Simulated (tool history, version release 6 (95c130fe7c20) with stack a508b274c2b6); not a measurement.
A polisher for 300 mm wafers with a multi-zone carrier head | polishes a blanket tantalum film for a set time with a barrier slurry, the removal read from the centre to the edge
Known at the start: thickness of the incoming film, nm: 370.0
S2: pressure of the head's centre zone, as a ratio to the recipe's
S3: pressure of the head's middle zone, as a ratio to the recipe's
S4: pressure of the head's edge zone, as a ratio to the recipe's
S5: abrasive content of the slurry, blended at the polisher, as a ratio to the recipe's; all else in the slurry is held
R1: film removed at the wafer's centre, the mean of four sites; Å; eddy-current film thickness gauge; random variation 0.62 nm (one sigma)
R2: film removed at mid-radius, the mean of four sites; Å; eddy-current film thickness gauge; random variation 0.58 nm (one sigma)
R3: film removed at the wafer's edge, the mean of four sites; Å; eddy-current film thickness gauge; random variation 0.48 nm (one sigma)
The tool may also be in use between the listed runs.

Run 1, hour 0: flow of slurry (ml/min) 320, S2 1, S3 1, S4 1, S5 1, polishing time (s) 48. Result: R1 582.9 Å, R2 579.66 Å, R3 550.5 Å.
Run 2, hour 2: flow of slurry (ml/min) 370, S2 1, S3 1, S4 1, S5 1, polishing time (s) 48. Result: R1 580.1 Å, R2 584.32 Å, R3 558.3 Å.
Run 3, hour 3.3: flow of slurry (ml/min) 375, S2 1.04, S3 0.98, S4 1.05, S5 1.1, polishing time (s) 48. Result: R1 630.26 Å, R2 594.12 Å, R3 584.15 Å.
Run 4, hour 5: flow of slurry (ml/min) 380, S2 1.05, S3 0.96, S4 1.09, S5 1.2, polishing time (s) 48. Result: R1 654.19 Å, R2 594.35 Å, R3 616.84 Å.
Run 5, hour 10.4: flow of slurry (ml/min) 380, S2 1.05, S3 0.99, S4 1.09, S5 1.2, polishing time (s) 48. Result: R1 659.35 Å, R2 609.35 Å, R3 616.09 Å.
Run 6, hour 17.5: flow of slurry (ml/min) 450, S2 1.05, S3 0.99, S4 1.09, S5 1.2, polishing time (s) 48. Result: R1 658.97 Å, R2 629.99 Å, R3 623.91 Å.

Run 7 comes next. What will it give?
Run 7, hour 19.7: flow of slurry (ml/min) 445, S2 1.07, S3 0.97, S4 1.11, S5 1.25, polishing time (s) 48. Result: R1 ?, R2 ?, R3 ?.

{"run 7": {"R1": 685.66, "R2": 617.8, "R3": 629.82}}
